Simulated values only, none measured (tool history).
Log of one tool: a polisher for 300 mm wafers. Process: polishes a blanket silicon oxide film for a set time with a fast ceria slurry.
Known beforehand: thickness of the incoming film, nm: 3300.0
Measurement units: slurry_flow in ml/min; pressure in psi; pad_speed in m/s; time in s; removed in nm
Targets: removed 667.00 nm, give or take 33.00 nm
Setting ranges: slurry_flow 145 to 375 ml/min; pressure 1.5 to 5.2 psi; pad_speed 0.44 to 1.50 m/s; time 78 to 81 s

run,hour,slurry_flow,pressure,pad_speed,time,removed
1,0.0,240,3.3,0.96,78,1239.00
2,7.8,240,4.0,0.96,78,1483.20
3,16.1,240,4.8,0.96,78,1715.70
4,22.8,240,4.3,0.90,78,1464.10
5,27.4,240,5.1,0.90,78,1767.40
6,30.6,240,4.5,0.86,78,1462.50
7,36.5,240,4.0,0.84,78,1287.30
8,44.7,240,3.6,0.82,78,1149.10
9,48.3,240,3.3,0.80,78,1026.40
10,54.7,240,3.0,0.80,78,939.79
11,58.8,240,2.8,0.80,78,900.61
12,66.2,240,2.6,0.80,78,863.70
13,70.8,240,2.6,0.80,78,842.66
14,75.3,240,2.5,0.80,78,823.43
15,77.3,240,2.4,0.80,78,786.77
16,81.3,240,2.3,0.80,78,776.80
17,84.0,240,2.2,0.80,78,724.33
# hour 88.1: slurry nozzle cleaned
18,88.1,240,2.1,0.80,78,725.61

Which of these 4 next moves meets every target?
A,92.2,260,1.5,0.88,78,?
B,92.2,200,1.6,0.90,80,?
C,92.2,285,1.9,0.96,80,?
D,92.2,225,2.3,0.76,81,?

move,removed
A,597.92
B,643.45
C,811.90
D,753.05
A: carries the result that was furthest off beyond its target, to the other side
B: each result inside its tolerance
C: the biggest miss grows against the last run
D: the biggest miss grows against the last run
B is the move that brings every result within its allowed miss.

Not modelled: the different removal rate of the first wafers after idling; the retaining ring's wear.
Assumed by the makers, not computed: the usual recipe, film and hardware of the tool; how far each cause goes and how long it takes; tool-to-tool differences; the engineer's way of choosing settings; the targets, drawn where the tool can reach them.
